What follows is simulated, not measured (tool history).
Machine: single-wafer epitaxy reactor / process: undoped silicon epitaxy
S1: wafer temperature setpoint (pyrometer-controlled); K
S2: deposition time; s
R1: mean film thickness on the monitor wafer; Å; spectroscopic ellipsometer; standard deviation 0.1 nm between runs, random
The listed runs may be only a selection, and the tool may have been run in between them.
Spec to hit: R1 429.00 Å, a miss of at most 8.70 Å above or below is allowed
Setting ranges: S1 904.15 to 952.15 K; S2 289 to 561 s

run	hour	S1	S2	R1
1	0.0	928.15	425	678.80
2	5.6	928.15	377	601.18
3	12.6	925.15	377	560.53
4	13.6	929.15	377	617.26
5	17.8	929.15	328	534.91
6	20.5	927.15	328	509.58
7	28.8	926.15	328	500.64
8	37.2	925.15	328	488.17
9	43.9	918.15	327	412.73

Which single option among these 4 for the next run brings every result within its allowed miss of target? Just one does.
A	50.6	919.15	308	?
B	50.6	919.15	334	?
C	50.6	919.15	350	?
D	50.6	923.15	315	?

move	R1
A	396.21
B	429.66
C	450.24
D	444.85
A: further off than the last run
B: every result lands within tolerance
C: pushes the last run's worst result past its target
D: pushes the last run's worst result past its target
The move that meets every target is B.

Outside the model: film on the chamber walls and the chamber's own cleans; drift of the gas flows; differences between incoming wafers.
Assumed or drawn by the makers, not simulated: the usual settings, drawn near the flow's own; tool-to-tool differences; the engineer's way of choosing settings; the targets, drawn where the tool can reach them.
